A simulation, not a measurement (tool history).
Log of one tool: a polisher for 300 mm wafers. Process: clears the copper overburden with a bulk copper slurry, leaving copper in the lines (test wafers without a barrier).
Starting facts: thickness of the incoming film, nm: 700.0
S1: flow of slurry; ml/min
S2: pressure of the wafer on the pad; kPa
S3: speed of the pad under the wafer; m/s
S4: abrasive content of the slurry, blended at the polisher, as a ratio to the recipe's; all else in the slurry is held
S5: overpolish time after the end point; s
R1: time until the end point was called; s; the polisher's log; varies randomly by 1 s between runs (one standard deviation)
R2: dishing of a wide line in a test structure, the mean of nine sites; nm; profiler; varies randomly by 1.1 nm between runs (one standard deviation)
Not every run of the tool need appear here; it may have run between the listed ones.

{"run": 1, "hour": 0.0, "S1": 210, "S2": 14.5, "S3": 0.96, "S4": 1.0, "S5": 9, "R1": 132.6, "R2": 26.531}
{"run": 2, "hour": 4.2, "S1": 210, "S2": 14.5, "S3": 0.96, "S4": 0.9, "S5": 9, "R1": 138.2, "R2": 26.801}
{"run": 3, "hour": 9.8, "S1": 210, "S2": 15.9, "S3": 0.96, "S4": 0.9, "S5": 9, "R1": 125.33, "R2": 28.888}
{"run": 4, "hour": 10.5, "S1": 210, "S2": 16.5, "S3": 0.96, "S4": 0.9, "S5": 9, "R1": 119.44, "R2": 28.832}
{"run": 5, "hour": 11.6, "S1": 210, "S2": 14.5, "S3": 0.96, "S4": 0.9, "S5": 9, "R1": 139.2, "R2": 26.55}
{"run": 6, "hour": 13.0, "S1": 210, "S2": 14.5, "S3": 1.16, "S4": 0.9, "S5": 9, "R1": 112.35, "R2": 30.803}

What does the tool deliver on the next run?
{"run": 7, "hour": 19.1, "S1": 215, "S2": 18.6, "S3": 1.16, "S4": 0.9, "S5": 13, "R1": "?", "R2": "?"}

Run 7 measured R1 88.676 s, R2 46.026 nm.
